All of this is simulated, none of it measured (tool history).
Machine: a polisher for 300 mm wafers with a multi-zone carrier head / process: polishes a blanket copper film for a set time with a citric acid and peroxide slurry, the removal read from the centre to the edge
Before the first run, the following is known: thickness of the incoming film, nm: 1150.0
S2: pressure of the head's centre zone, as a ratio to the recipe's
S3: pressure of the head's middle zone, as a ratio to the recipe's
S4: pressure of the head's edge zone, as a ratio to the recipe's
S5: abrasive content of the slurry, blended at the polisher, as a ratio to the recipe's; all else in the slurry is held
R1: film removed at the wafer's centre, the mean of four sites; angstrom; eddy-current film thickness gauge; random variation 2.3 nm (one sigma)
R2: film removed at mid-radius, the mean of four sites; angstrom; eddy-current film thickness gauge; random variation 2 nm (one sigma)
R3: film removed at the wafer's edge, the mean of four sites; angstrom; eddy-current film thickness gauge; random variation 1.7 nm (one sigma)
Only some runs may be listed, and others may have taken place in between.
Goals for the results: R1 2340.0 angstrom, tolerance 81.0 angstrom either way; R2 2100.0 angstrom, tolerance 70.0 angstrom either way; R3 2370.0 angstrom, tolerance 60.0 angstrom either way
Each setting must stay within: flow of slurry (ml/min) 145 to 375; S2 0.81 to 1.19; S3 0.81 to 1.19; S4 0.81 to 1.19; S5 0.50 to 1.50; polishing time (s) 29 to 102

run 1 hour=0.0 | flow_of_slurry_(ml/min)=240 S2=1.00 S3=1.00 S4=1.00 S5=1.00 polishing_time_(s)=65 | R1=1581.4 R2=1582.0 R3=1581.1
run 2 hour=1.6 | flow_of_slurry_(ml/min)=240 S2=1.00 S3=1.00 S4=1.00 S5=1.20 polishing_time_(s)=65 | R1=1651.8 R2=1656.6 R3=1656.6
run 3 hour=5.6 | flow_of_slurry_(ml/min)=240 S2=1.07 S3=1.00 S4=1.00 S5=1.20 polishing_time_(s)=65 | R1=1696.5 R2=1681.0 R3=1642.4
run 4 hour=7.8 | flow_of_slurry_(ml/min)=250 S2=1.08 S3=0.98 S4=1.03 S5=1.25 polishing_time_(s)=67 | R1=1809.7 R2=1713.7 R3=1742.8
run 5 hour=10.7 | flow_of_slurry_(ml/min)=250 S2=1.08 S3=0.98 S4=1.03 S5=1.10 polishing_time_(s)=67 | R1=1791.3 R2=1637.1 R3=1704.3
run 6 hour=12.0 | flow_of_slurry_(ml/min)=250 S2=1.08 S3=0.98 S4=1.11 S5=1.10 polishing_time_(s)=67 | R1=1759.3 R2=1639.3 R3=1761.4
run 7 hour=19.6 | flow_of_slurry_(ml/min)=260 S2=1.09 S3=0.97 S4=1.12 S5=1.15 polishing_time_(s)=69 | R1=1855.3 R2=1744.0 R3=1837.4
run 8 hour=25.4 | flow_of_slurry_(ml/min)=255 S2=1.09 S3=0.95 S4=1.13 S5=1.20 polishing_time_(s)=71 | R1=1962.3 R2=1745.0 R3=1920.0
run 9 hour=28.6 | flow_of_slurry_(ml/min)=255 S2=1.08 S3=0.95 S4=1.14 S5=1.25 polishing_time_(s)=73 | R1=1969.6 R2=1811.2 R3=2010.8
run 10 hour=32.1 | flow_of_slurry_(ml/min)=260 S2=1.09 S3=0.95 S4=1.15 S5=1.30 polishing_time_(s)=74 | R1=2045.1 R2=1856.8 R3=2077.9
run 11 hour=34.4 | flow_of_slurry_(ml/min)=265 S2=1.10 S3=0.95 S4=1.16 S5=1.35 polishing_time_(s)=75 | R1=2109.8 R2=1941.0 R3=2133.9
run 12 hour=36.9 | flow_of_slurry_(ml/min)=270 S2=1.10 S3=0.94 S4=1.17 S5=1.40 polishing_time_(s)=76 | R1=2166.4 R2=1955.4 R3=2199.5
run 13 hour=43.3 | flow_of_slurry_(ml/min)=275 S2=1.10 S3=0.94 S4=1.17 S5=1.40 polishing_time_(s)=76 | R1=2128.2 R2=1941.8 R3=2156.4
-- hour=46.1 worn pad replaced by a new one
run 14 hour=46.1 | flow_of_slurry_(ml/min)=270 S2=1.11 S3=0.94 S4=1.17 S5=1.40 polishing_time_(s)=77 | R1=2467.3 R2=2204.3 R3=2445.2
run 15 hour=46.7 | flow_of_slurry_(ml/min)=270 S2=1.10 S3=0.93 S4=1.17 S5=1.40 polishing_time_(s)=77 | R1=2416.4 R2=2158.6 R3=2415.9
run 16 hour=51.3 | flow_of_slurry_(ml/min)=265 S2=1.10 S3=0.93 S4=1.17 S5=1.40 polishing_time_(s)=77 | R1=2428.5 R2=2172.4 R3=2451.4
run 17 hour=51.8 | flow_of_slurry_(ml/min)=270 S2=1.10 S3=0.93 S4=1.17 S5=1.40 polishing_time_(s)=77 | R1=2420.5 R2=2125.3 R3=2445.8
run 18 hour=60.7 | flow_of_slurry_(ml/min)=270 S2=1.10 S3=0.94 S4=1.16 S5=1.40 polishing_time_(s)=77 | R1=2441.0 R2=2190.5 R3=2441.3
run 19 hour=68.6 | flow_of_slurry_(ml/min)=265 S2=1.10 S3=0.94 S4=1.16 S5=1.40 polishing_time_(s)=77 | R1=2393.5 R2=2180.0 R3=2421.3
run 20 hour=75.0 | flow_of_slurry_(ml/min)=270 S2=1.10 S3=0.94 S4=1.16 S5=1.40 polishing_time_(s)=77 | R1=2433.8 R2=2157.5 R3=2430.4

Exactly one of the 4 candidate moves below puts every result within its allowed miss. Which one?
run A hour=81.4 | flow_of_slurry_(ml/min)=240 S2=1.02 S3=1.00 S4=1.17 S5=1.50 polishing_time_(s)=75 | R1=? R2=? R3=?
run B hour=81.4 | flow_of_slurry_(ml/min)=250 S2=1.08 S3=0.91 S4=1.14 S5=1.45 polishing_time_(s)=76 | R1=? R2=? R3=?
run C hour=81.4 | flow_of_slurry_(ml/min)=345 S2=1.12 S3=0.84 S4=1.16 S5=1.45 polishing_time_(s)=75 | R1=? R2=? R3=?
run D hour=81.4 | flow_of_slurry_(ml/min)=280 S2=1.06 S3=0.93 S4=1.11 S5=1.50 polishing_time_(s)=80 | R1=? R2=? R3=?

move=A R1=2228.3 R2=2239.8 R3=2377.6
move=B R1=2347.6 R2=2115.7 R3=2370.9
move=C R1=2469.7 R2=2042.2 R3=2425.0
move=D R1=2494.0 R2=2310.3 R3=2505.6
A: carries the result that was furthest off beyond its target, to the other side
B: all results in spec
C: the biggest miss grows against the last run
D: the biggest miss grows against the last run
So the answer is move B, the one that meets all the targets.

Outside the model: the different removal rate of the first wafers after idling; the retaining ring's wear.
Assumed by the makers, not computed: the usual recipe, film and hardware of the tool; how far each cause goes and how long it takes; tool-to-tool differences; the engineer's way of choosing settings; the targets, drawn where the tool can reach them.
